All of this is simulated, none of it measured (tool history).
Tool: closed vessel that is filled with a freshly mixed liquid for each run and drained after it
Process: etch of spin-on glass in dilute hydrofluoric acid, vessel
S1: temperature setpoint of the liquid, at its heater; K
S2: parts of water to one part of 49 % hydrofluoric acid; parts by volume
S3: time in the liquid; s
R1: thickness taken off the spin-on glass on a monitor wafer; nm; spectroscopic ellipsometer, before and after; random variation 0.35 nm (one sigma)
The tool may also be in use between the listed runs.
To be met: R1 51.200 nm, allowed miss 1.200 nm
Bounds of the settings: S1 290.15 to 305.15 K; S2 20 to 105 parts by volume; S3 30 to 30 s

run	hour	S1	S2	S3	R1
1	0.0	297.15	55	30	27.446
2	5.5	297.15	55	30	27.366
3	8.7	299.65	50	30	33.529
4	10.3	299.65	30	30	57.763
5	12.9	299.65	30	30	58.536
6	21.7	299.65	50	30	33.954
7	27.9	301.15	45	30	40.636
8	34.5	302.15	45	30	41.527
9	40.8	303.15	45	30	43.401
10	43.5	303.65	45	30	44.434
11	52.0	304.15	45	30	44.901
12	57.8	304.65	45	30	45.976
13	58.6	305.15	45	30	46.856
14	60.0	305.15	40	30	53.117
15	61.4	305.15	40	30	53.372

4 next moves are on the table. One of them brings every result within its allowed miss. Which?
A	62.8	302.65	35	30	?
B	62.8	303.15	35	30	?
C	62.8	305.15	45	30	?
D	62.8	300.65	35	30	?

move	R1
A	55.255
B	56.368
C	46.676
D	50.979
A: further off than the last run
B: further off than the last run
C: takes the result that was furthest off past its target
D: meets every target
Answer: D
